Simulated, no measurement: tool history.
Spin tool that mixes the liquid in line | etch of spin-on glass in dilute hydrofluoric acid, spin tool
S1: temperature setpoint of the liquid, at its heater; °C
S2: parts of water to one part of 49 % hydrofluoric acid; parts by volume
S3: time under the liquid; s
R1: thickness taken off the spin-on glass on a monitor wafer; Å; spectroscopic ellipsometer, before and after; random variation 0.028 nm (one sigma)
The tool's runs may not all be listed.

Run 1, hour 0: S1 24 °C, S2 195 parts by volume, S3 40 s. Result: R1 53.582 Å.
Run 2, hour 2.3: S1 24 °C, S2 125 parts by volume, S3 40 s. Result: R1 90.267 Å.
Run 3, hour 6: S1 24 °C, S2 155 parts by volume, S3 40 s. Result: R1 70.142 Å.
Run 4, hour 6.7: S1 24 °C, S2 155 parts by volume, S3 40 s. Result: R1 70.607 Å.
Run 5, hour 12.2: S1 24 °C, S2 155 parts by volume, S3 20 s. Result: R1 34.689 Å.
Run 6, hour 15.4: S1 24 °C, S2 155 parts by volume, S3 40 s. Result: R1 70.569 Å.
Run 7, hour 16.9: S1 23 °C, S2 165 parts by volume, S3 40 s. Result: R1 62.612 Å.
Run 8, hour 18.3: S1 23 °C, S2 175 parts by volume, S3 40 s. Result: R1 58.491 Å.
Run 9, hour 18.8: S1 23 °C, S2 185 parts by volume, S3 40 s. Result: R1 54.765 Å.
Run 10, hour 26.4: S1 23 °C, S2 195 parts by volume, S3 40 s. Result: R1 51.248 Å.

Run 11 comes next. What will it give?
Run 11, hour 33.3: S1 23 °C, S2 205 parts by volume, S3 40 s. Result: R1 ?.

Run 11 gave R1 48.293 Å.

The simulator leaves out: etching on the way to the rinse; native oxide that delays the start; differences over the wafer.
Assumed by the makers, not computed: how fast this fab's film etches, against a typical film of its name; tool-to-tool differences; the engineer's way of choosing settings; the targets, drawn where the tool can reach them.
